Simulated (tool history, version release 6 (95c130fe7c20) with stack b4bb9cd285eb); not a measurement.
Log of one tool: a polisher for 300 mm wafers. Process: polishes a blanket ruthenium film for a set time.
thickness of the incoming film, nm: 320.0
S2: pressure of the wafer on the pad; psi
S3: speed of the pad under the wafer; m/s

run 1 day=0 | flow_of_slurry_(ml/min)=145 S2=2.7 S3=0.82 polishing_time_(s)=41 | film_removed_(nm)=50.096
run 2 day=0.212 | flow_of_slurry_(ml/min)=110 S2=2.7 S3=0.82 polishing_time_(s)=41 | film_removed_(nm)=46.662
run 3 day=0.446 | flow_of_slurry_(ml/min)=110 S2=2.3 S3=0.82 polishing_time_(s)=41 | film_removed_(nm)=40.924
run 4 day=0.683 | flow_of_slurry_(ml/min)=110 S2=2.2 S3=0.78 polishing_time_(s)=41 | film_removed_(nm)=36.833
run 5 day=0.875 | flow_of_slurry_(ml/min)=85 S2=2.2 S3=0.78 polishing_time_(s)=41 | film_removed_(nm)=33.994
run 6 day=1.075 | flow_of_slurry_(ml/min)=85 S2=2.2 S3=0.9 polishing_time_(s)=41 | film_removed_(nm)=38.738
run 7 day=1.142 | flow_of_slurry_(ml/min)=85 S2=2.1 S3=0.84 polishing_time_(s)=41 | film_removed_(nm)=34.995
run 8 day=1.388 | flow_of_slurry_(ml/min)=85 S2=2 S3=0.8 polishing_time_(s)=41 | film_removed_(nm)=31.675
run 9 day=1.558 | flow_of_slurry_(ml/min)=85 S2=2 S3=0.8 polishing_time_(s)=41 | film_removed_(nm)=32.013
run 10 day=1.858 | flow_of_slurry_(ml/min)=85 S2=1.9 S3=0.76 polishing_time_(s)=41 | film_removed_(nm)=28.979
run 11 day=1.912 | flow_of_slurry_(ml/min)=85 S2=1.8 S3=0.74 polishing_time_(s)=41 | film_removed_(nm)=26.351
run 12 day=2.158 | flow_of_slurry_(ml/min)=85 S2=1.3 S3=0.58 polishing_time_(s)=41 | film_removed_(nm)=15.473
run 13 day=2.217 | flow_of_slurry_(ml/min)=125 S2=1.5 S3=0.58 polishing_time_(s)=41 | film_removed_(nm)=19.5
run 14 day=2.433 | flow_of_slurry_(ml/min)=120 S2=1.5 S3=0.58 polishing_time_(s)=41 | film_removed_(nm)=19.592
run 15 day=2.75 | flow_of_slurry_(ml/min)=115 S2=1.5 S3=0.58 polishing_time_(s)=41 | film_removed_(nm)=19.406

The next listed run, before its measurement:
run 16 day=3.088 | flow_of_slurry_(ml/min)=110 S2=1.5 S3=0.58 polishing_time_(s)=41 | film_removed_(nm)=?

{"run 16": {"film removed (nm)": 19.273}}

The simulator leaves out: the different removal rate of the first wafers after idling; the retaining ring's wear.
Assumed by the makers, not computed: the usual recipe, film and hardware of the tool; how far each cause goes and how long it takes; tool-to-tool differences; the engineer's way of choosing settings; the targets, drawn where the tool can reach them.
